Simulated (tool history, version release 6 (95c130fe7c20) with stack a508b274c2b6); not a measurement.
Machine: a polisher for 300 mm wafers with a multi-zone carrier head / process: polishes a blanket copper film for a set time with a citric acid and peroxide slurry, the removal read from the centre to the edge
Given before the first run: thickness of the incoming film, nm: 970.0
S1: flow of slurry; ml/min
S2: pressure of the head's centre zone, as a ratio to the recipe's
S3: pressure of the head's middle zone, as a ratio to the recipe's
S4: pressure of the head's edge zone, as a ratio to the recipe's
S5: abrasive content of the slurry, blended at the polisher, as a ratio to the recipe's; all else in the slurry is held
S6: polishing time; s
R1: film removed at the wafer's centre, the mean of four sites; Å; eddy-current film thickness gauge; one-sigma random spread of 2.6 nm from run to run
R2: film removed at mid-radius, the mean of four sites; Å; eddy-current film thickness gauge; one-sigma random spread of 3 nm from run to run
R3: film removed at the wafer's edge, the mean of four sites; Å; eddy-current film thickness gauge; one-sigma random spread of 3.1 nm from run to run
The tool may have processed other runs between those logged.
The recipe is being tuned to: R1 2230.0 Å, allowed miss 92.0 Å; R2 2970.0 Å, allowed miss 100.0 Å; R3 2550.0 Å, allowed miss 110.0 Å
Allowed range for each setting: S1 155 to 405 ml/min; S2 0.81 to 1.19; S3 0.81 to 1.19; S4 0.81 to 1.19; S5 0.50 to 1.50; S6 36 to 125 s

run	hour	S1	S2	S3	S4	S5	S6	R1	R2	R3
1	0.0	260	1.00	1.00	1.00	1.00	80	2251.9	2245.8	2295.8
2	0.9	260	1.00	1.00	1.00	1.00	64	1797.4	1775.9	1817.8
3	6.0	260	1.00	1.00	1.00	1.00	48	1347.1	1370.4	1382.6
4	8.1	260	1.00	1.00	1.00	1.00	36	1033.8	1027.8	1056.1
5	17.0	260	1.00	1.03	1.00	1.00	36	1013.2	1043.6	1050.8
6	25.8	270	0.98	1.05	0.99	1.10	44	1245.2	1337.1	1258.6
7	30.3	275	0.96	1.06	1.01	1.15	49	1365.7	1481.2	1439.1
8	33.5	335	0.86	1.16	0.91	1.40	71	1882.3	2464.1	2174.9
9	36.7	335	0.86	1.16	0.91	1.40	71	1877.4	2485.0	2163.9
10	41.6	340	0.86	1.16	0.91	1.40	72	1886.5	2540.9	2158.4
11	45.0	340	0.86	1.16	0.92	1.40	74	1975.8	2618.7	2248.2
12	54.0	340	0.86	1.16	0.93	1.40	75	1953.5	2670.8	2280.1
13	56.7	340	0.87	1.16	0.93	1.40	76	2059.7	2672.5	2361.7
14	64.1	345	0.87	1.17	0.93	1.40	76	2062.9	2747.6	2316.7

5 candidate next runs follow, results not yet known. Just one meets every target within its allowed miss. Identify it.
A	71.5	300	0.85	0.99	1.00	1.50	77	?	?	?
B	71.5	290	0.83	1.02	0.85	1.50	86	?	?	?
C	71.5	365	0.87	1.18	0.99	1.30	83	?	?	?
D	71.5	330	0.94	1.17	0.94	1.45	75	?	?	?
E	71.5	315	0.87	1.14	0.91	1.45	72	?	?	?

move	R1	R2	R3
A	2009.9	2361.1	2384.7
B	2183.3	2695.4	2503.2
C	2203.2	2927.5	2518.3
D	2177.5	2658.3	2265.2
E	1923.6	2485.3	2142.6
A: the biggest miss grows against the last run
B: the biggest miss grows against the last run
C: each result inside its tolerance
D: the biggest miss grows against the last run
E: the biggest miss grows against the last run
C meets every target.

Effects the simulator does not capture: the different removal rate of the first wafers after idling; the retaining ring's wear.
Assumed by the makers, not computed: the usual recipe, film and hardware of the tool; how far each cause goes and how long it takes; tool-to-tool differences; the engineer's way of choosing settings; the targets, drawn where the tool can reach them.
